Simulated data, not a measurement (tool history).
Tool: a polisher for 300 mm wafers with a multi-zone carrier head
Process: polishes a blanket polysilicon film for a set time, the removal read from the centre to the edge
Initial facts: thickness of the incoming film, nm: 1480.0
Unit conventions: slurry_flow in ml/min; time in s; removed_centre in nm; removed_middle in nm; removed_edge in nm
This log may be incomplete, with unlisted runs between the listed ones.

run    day  slurry_flow  centre_zone  middle_zone  edge_zone  time  removed_centre  removed_middle  removed_edge
  1      0          295            1            1          1    73           373.5          378.87        373.49
  2  0.092          290         0.98         0.99       1.03    78          387.14          403.69        407.87
  3  0.296          290         0.98         0.99       1.03    90          446.02          468.48        476.45
  4   0.35          290         0.97         0.99       1.06    92          452.16           476.3        475.14
  5  0.492          265         0.97         0.99       1.06    92          447.74          472.03        480.75
  6  0.725          255         0.95         0.98       1.07    95          449.94          477.08        500.13
  7  0.775          250         0.94         0.98       1.08    98          464.32          497.56        520.61
  8  0.804          245         0.93         0.97       1.09   100          456.17          500.99        537.26
  9  1.162          250         0.93         0.97        1.1   102          476.33          509.78        554.83
 10  1.308          255         0.92         0.97       1.11   103          475.15          518.11        539.63
 11  1.458          240         0.92         0.97       1.08   104           475.8          525.37        550.14
 12  1.717          230         0.92         0.97        1.1   105          475.57          517.06        558.72

The next listed run, before its measurement:
     1.958  -- worn pad replaced by a new one
 13  1.958          295         0.88         0.98       1.19   109               ?               ?             ?

removed_centre: 534.77 nm
removed_middle: 615.54 nm
removed_edge: 659.97 nm

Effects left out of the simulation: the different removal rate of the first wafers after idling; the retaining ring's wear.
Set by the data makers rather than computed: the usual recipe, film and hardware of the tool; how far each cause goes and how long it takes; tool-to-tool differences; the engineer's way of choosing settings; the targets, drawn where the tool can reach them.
